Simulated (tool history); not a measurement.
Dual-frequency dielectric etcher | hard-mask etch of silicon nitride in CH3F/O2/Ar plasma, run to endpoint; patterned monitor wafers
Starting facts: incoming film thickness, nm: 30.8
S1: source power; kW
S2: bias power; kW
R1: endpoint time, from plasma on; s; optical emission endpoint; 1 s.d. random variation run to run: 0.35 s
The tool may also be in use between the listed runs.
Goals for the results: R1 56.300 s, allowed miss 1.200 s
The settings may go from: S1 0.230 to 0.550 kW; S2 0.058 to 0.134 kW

run	hour	S1	S2	R1
1	0.0	0.390	0.096	41.481
2	8.7	0.360	0.090	43.978
3	13.9	0.400	0.090	41.527
4	20.0	0.400	0.076	43.611
5	27.0	0.400	0.064	45.306
6	34.0	0.400	0.079	43.063
7	36.3	0.370	0.076	45.447
8	42.6	0.350	0.074	47.412
9	49.6	0.330	0.073	50.024
10	55.9	0.250	0.071	61.171
11	60.4	0.260	0.071	59.334

Pick the move, out of 4, that brings all results within their allowed miss; only one does.
A	64.9	0.270	0.077	?
B	64.9	0.270	0.066	?
C	64.9	0.250	0.080	?
D	64.9	0.260	0.070	?

move	R1
A	56.339
B	59.146
C	59.096
D	59.789
A: every result within its allowed miss
B: closer than the last run, but not yet in spec
C: closer than the last run, but not yet in spec
D: its largest miss is bigger than the last run's
A meets every target.

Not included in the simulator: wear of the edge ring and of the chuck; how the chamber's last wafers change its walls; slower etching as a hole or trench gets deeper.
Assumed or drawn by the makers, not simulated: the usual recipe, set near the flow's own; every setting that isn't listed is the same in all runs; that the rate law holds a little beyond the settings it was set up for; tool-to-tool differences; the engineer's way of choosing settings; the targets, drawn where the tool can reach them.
